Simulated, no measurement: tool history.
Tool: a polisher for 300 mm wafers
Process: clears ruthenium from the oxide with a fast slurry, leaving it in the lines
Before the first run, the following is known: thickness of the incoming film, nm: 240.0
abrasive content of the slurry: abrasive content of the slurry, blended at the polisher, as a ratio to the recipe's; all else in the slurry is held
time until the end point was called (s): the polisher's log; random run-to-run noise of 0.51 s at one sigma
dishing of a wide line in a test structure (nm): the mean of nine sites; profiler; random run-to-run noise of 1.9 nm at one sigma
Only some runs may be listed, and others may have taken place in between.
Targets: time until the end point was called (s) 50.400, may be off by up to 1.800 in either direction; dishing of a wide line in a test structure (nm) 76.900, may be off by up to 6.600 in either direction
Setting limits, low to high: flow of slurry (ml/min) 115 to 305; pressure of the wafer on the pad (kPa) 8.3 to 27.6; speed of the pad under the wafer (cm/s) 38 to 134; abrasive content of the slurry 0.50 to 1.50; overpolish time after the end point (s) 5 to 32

run    day  flow of slurry (ml/min)  pressure of the wafer on the pad (kPa)  speed of the pad under the wafer (cm/s)  abrasive content of the slurry  overpolish time after the end point (s)  time until the end point was called (s)  dishing of a wide line in a test structure (nm)
  1  0.000                      195                                    17.9                                       86                            1.00                                       16                                   85.497                                           38.549
  2  0.362                      195                                    17.9                                       86                            1.00                                       23                                   87.405                                           52.013
  3  0.471                      200                                    20.0                                       86                            1.00                                       23                                   77.550                                           58.601
  4  0.508                      205                                    21.4                                       86                            1.00                                       22                                   72.753                                           58.143
  5  0.638                      205                                    21.4                                       86                            1.20                                       22                                   66.769                                           63.192
  6  0.712                      230                                    21.4                                       86                            1.20                                       22                                   66.053                                           64.216
  7  0.862                      230                                    22.1                                       86                            1.20                                       22                                   64.515                                           66.012
  8  0.912                      245                                    26.9                                       88                            1.20                                       20                                   52.377                                           72.150

Below are 5 possible settings for the next run. Only one of them brings all results inside the allowed miss of their targets. Which is it?
  A  0.962                      250                                    26.9                                       92                            1.20                                       16                                        ?                                                ?
  B  0.962                      255                                    27.6                                       92                            1.25                                       16                                        ?                                                ?
  C  0.962                      285                                    20.7                                      104                            1.30                                       24                                        ?                                                ?
  D  0.962                      270                                    27.6                                       84                            1.10                                       24                                        ?                                                ?
  E  0.962                      205                                    25.5                                      108                            1.05                                       21                                        ?                                                ?

move  time until the end point was called (s)  dishing of a wide line in a test structure (nm)
   A                                   50.302                                           61.311
   B                                   48.162                                           63.528
   C                                   54.028                                           79.833
   D                                   55.132                                           78.616
   E                                   50.004                                           76.487
A: gets the furthest-off result to its target, but another result is out of tolerance
B: takes the biggest miss from the last run beyond its target
C: misses by more than the last run did
D: misses by more than the last run did
E: each result inside its tolerance
Correct choice: E, which meets every target
